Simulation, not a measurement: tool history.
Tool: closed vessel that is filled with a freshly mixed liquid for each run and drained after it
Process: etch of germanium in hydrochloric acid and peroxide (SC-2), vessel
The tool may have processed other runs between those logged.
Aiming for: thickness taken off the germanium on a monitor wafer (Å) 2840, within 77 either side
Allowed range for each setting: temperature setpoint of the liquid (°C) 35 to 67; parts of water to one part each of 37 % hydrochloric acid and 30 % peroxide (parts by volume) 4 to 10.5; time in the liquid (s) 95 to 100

| run | hour | temperature setpoint of the liquid (°C) | parts of water to one part each of 37 % hydrochloric acid and 30 % peroxide (parts by volume) | time in the liquid (s) | thickness taken off the germanium on a monitor wafer (Å) |
|---|---|---|---|---|---|
| 1 | 0 | 51 | 5.5 | 95 | 2375.5 |
| 2 | 8.9 | 52 | 5.5 | 95 | 2485.4 |
| 3 | 16.7 | 52.5 | 5.5 | 95 | 2518.2 |
| 4 | 19.5 | 48 | 5.5 | 95 | 2186.3 |
| 5 | 22 | 49.5 | 5.5 | 95 | 2275.8 |
| 6 | 22.9 | 49.5 | 5.5 | 100 | 2390.5 |
| 7 | 27.2 | 50.5 | 5.5 | 100 | 2455.8 |
| 8 | 34.2 | 51.5 | 5.5 | 100 | 2569.6 |

Next run, 5 choices. One meets every target within its allowed miss, the rest don't. Which?
| A | 41.2 | 56 | 5.5 | 100 | ? |
| B | 41.2 | 54.5 | 4 | 100 | ? |
| C | 41.2 | 55.5 | 7.5 | 95 | ? |
| D | 41.2 | 57 | 6.5 | 100 | ? |
| E | 41.2 | 56 | 4 | 100 | ? |

| move | thickness taken off the germanium on a monitor wafer (Å) |
|---|---|
| A | 2928.8 |
| B | 2815.9 |
| C | 2696.3 |
| D | 2997.3 |
| E | 2951.2 |
A: pushes the last run's worst result past its target
B: all results land within tolerance of their targets
C: gains on the last run, yet a result remains outside its allowed miss
D: pushes the last run's worst result past its target
E: pushes the last run's worst result past its target
So the answer is move B, the one that meets all the targets.

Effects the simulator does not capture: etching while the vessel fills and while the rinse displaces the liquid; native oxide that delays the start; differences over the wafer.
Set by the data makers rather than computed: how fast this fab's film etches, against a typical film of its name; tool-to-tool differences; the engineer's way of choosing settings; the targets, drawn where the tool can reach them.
